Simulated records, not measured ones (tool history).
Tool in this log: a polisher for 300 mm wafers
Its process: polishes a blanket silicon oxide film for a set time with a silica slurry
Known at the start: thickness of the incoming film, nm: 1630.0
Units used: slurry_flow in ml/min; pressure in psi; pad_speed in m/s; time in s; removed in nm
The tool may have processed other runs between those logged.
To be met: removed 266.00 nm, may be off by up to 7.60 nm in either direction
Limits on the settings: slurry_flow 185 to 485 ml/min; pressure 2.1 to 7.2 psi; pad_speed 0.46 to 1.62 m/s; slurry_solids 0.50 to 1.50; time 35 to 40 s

run 1 day=0.000 | slurry_flow=310 pressure=4.6 pad_speed=1.04 slurry_solids=1.00 time=40 | removed=160.41
run 2 day=0.196 | slurry_flow=310 pressure=4.9 pad_speed=1.04 slurry_solids=1.00 time=40 | removed=171.98
run 3 day=0.483 | slurry_flow=310 pressure=5.2 pad_speed=1.04 slurry_solids=1.00 time=40 | removed=180.56
run 4 day=0.712 | slurry_flow=310 pressure=5.5 pad_speed=1.04 slurry_solids=1.00 time=40 | removed=195.36
run 5 day=0.938 | slurry_flow=310 pressure=5.5 pad_speed=1.04 slurry_solids=1.00 time=40 | removed=190.31
run 6 day=1.012 | slurry_flow=310 pressure=5.7 pad_speed=1.04 slurry_solids=1.00 time=40 | removed=199.06
run 7 day=1.050 | slurry_flow=310 pressure=5.9 pad_speed=1.04 slurry_solids=1.00 time=40 | removed=205.40
run 8 day=1.254 | slurry_flow=310 pressure=6.1 pad_speed=1.04 slurry_solids=1.00 time=40 | removed=210.65
run 9 day=1.629 | slurry_flow=310 pressure=6.2 pad_speed=1.04 slurry_solids=1.00 time=40 | removed=216.01
run 10 day=1.758 | slurry_flow=310 pressure=6.3 pad_speed=1.04 slurry_solids=1.00 time=40 | removed=221.25
run 11 day=2.075 | slurry_flow=310 pressure=6.4 pad_speed=1.04 slurry_solids=1.00 time=40 | removed=224.82
run 12 day=2.288 | slurry_flow=310 pressure=6.5 pad_speed=1.04 slurry_solids=1.00 time=40 | removed=223.48
run 13 day=2.371 | slurry_flow=310 pressure=6.6 pad_speed=1.06 slurry_solids=1.00 time=40 | removed=231.34
run 14 day=2.567 | slurry_flow=310 pressure=6.7 pad_speed=1.06 slurry_solids=1.00 time=40 | removed=234.49
run 15 day=2.904 | slurry_flow=310 pressure=6.7 pad_speed=1.06 slurry_solids=1.00 time=40 | removed=234.40
run 16 day=3.104 | slurry_flow=310 pressure=6.8 pad_speed=1.06 slurry_solids=1.00 time=40 | removed=240.64
run 17 day=3.421 | slurry_flow=310 pressure=6.9 pad_speed=1.06 slurry_solids=1.00 time=40 | removed=242.87

4 next moves are on the table. One of them brings every result within its allowed miss. Which?
run A day=3.738 | slurry_flow=275 pressure=7.2 pad_speed=0.90 slurry_solids=0.95 time=39 | removed=?
run B day=3.738 | slurry_flow=315 pressure=6.8 pad_speed=1.10 slurry_solids=1.05 time=40 | removed=?
run C day=3.738 | slurry_flow=290 pressure=7.1 pad_speed=1.06 slurry_solids=1.05 time=36 | removed=?
run D day=3.738 | slurry_flow=320 pressure=6.8 pad_speed=1.16 slurry_solids=1.05 time=40 | removed=?

move=A removed=211.85
move=B removed=256.01
move=C removed=232.41
move=D removed=266.35
A: the biggest miss grows against the last run
B: moves toward the targets from the last run without getting all of them in spec
C: the biggest miss grows against the last run
D: every result within its allowed miss
Answer: D

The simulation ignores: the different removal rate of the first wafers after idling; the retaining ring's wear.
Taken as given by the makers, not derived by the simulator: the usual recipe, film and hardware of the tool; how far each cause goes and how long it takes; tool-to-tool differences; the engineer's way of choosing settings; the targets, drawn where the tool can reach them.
